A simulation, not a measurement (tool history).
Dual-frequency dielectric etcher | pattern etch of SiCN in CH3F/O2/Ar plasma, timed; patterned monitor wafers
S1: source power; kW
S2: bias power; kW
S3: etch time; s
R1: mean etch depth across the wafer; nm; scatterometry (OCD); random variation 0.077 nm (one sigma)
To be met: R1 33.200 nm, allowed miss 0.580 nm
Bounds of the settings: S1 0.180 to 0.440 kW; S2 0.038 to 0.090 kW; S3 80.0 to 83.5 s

run  hour     S1     S2    S3      R1
  1   0.0  0.310  0.064  80.0  28.032
  2   5.3  0.310  0.064  80.0  28.159
  3  10.8  0.310  0.064  83.5  29.321
  4  16.9  0.310  0.073  83.5  31.457
  5  24.0  0.320  0.073  83.5  31.797
  6  32.4  0.320  0.062  83.5  29.099
  7  35.7  0.350  0.064  83.5  30.597
  8  43.5  0.370  0.065  83.5  31.314

4 next moves are on the table. One of them brings every result within its allowed miss. Which?
  A  51.3  0.420  0.073  80.0   ?
  B  51.3  0.420  0.065  81.5   ?
  C  51.3  0.430  0.060  82.5   ?
  D  51.3  0.370  0.068  83.0   ?

move      R1
   A  33.407
   B  32.054
   C  31.377
   D  31.962
A: meets every target
B: nearer than the last run, and not there yet
C: as far off as the last run
D: nearer than the last run, and not there yet
Answer: A
